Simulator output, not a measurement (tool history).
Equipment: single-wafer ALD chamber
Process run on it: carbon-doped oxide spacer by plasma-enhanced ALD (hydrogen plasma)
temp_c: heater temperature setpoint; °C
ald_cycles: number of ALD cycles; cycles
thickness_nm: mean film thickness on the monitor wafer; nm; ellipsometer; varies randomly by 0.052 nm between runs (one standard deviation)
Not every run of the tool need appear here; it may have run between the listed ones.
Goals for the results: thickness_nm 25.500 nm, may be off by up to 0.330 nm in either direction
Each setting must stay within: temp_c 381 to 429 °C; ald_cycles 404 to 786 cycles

run 1 hour=0.0 | temp_c=405 ald_cycles=595 | thickness_nm=29.916
run 2 hour=1.5 | temp_c=408 ald_cycles=583 | thickness_nm=29.087
run 3 hour=9.6 | temp_c=412 ald_cycles=583 | thickness_nm=28.630
run 4 hour=10.7 | temp_c=414 ald_cycles=576 | thickness_nm=28.084
run 5 hour=12.5 | temp_c=423 ald_cycles=576 | thickness_nm=27.188
run 6 hour=18.2 | temp_c=423 ald_cycles=508 | thickness_nm=23.917
run 7 hour=23.1 | temp_c=423 ald_cycles=508 | thickness_nm=23.956
run 8 hour=30.6 | temp_c=421 ald_cycles=509 | thickness_nm=24.121
run 9 hour=35.7 | temp_c=419 ald_cycles=510 | thickness_nm=24.481
run 10 hour=43.0 | temp_c=418 ald_cycles=511 | thickness_nm=24.457
run 11 hour=49.4 | temp_c=416 ald_cycles=512 | thickness_nm=24.708
run 12 hour=56.5 | temp_c=415 ald_cycles=513 | thickness_nm=24.827
run 13 hour=58.7 | temp_c=415 ald_cycles=513 | thickness_nm=24.851
run 14 hour=65.5 | temp_c=414 ald_cycles=514 | thickness_nm=25.060
run 15 hour=68.9 | temp_c=413 ald_cycles=514 | thickness_nm=25.159

Which of these 4 next moves meets every target?
run A hour=72.3 | temp_c=416 ald_cycles=501 | thickness_nm=?
run B hour=72.3 | temp_c=409 ald_cycles=514 | thickness_nm=?
run C hour=72.3 | temp_c=417 ald_cycles=508 | thickness_nm=?
run D hour=72.3 | temp_c=413 ald_cycles=500 | thickness_nm=?

move=A thickness_nm=24.234
move=B thickness_nm=25.483
move=C thickness_nm=24.485
move=D thickness_nm=24.444
A: further off than the last run
B: each result inside its tolerance
C: further off than the last run
D: further off than the last run
The right move is B.

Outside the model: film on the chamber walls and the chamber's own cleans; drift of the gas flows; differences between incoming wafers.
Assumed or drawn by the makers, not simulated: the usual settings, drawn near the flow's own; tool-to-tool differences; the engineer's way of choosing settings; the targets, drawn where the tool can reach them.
